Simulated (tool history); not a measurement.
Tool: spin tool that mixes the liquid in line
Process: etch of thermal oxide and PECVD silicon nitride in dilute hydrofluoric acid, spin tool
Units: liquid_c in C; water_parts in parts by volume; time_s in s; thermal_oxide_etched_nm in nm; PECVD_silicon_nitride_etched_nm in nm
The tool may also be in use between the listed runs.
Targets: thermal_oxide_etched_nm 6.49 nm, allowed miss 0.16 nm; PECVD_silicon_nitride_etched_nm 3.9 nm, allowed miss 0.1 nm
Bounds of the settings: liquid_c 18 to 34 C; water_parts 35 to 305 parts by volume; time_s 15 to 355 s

run    day  liquid_c  water_parts  time_s  thermal_oxide_etched_nm  PECVD_silicon_nitride_etched_nm
  1      0        26          170     180                   4.6599                           2.9357
  2  0.196        26          170     145                   3.7108                           2.3883
  3  0.538        26          155     145                   4.2006                           2.6153
  4  0.604      24.5          155     145                   3.9346                           2.3973
  5  0.812        25          140     140                   4.3687                           2.6066
  6  1.038        25          140     110                   3.4148                           2.0387
  7  1.071        26          125     110                   4.1437                           2.4904
  8  1.329      26.5          115     105                   4.3931                           2.6381
  9  1.654        27          105     100                   4.7274                           2.8064
     1.825  -- thermometer replaced
 10  1.825      27.5          100     100                   5.3364                           3.2508
 11  2.154      27.5           95     100                   5.6591                           3.4344
 12  2.354        28           70      95                   7.6282                           4.5959

Which of these 5 next moves meets every target?
  A  2.554        27           90     110                        ?                                ?
  B  2.554      33.5          120     120                        ?                                ?
  C  2.554        18           35      75                        ?                                ?
  D  2.554      26.5           70      90                        ?                                ?
  E  2.554        31           60      80                        ?                                ?

move  thermal_oxide_etched_nm  PECVD_silicon_nitride_etched_nm
   A                   6.3857                           3.8335
   B                   6.3798                           4.6971
   C                   8.2749                           3.5733
   D                   6.7675                           3.8956
   E                   8.4911                           5.3962
A: meets every target
B: brings the result that was furthest off to its target, and leaves another outside
C: further off than the last run
D: nearer than the last run, and not there yet
E: further off than the last run
The right move is A.

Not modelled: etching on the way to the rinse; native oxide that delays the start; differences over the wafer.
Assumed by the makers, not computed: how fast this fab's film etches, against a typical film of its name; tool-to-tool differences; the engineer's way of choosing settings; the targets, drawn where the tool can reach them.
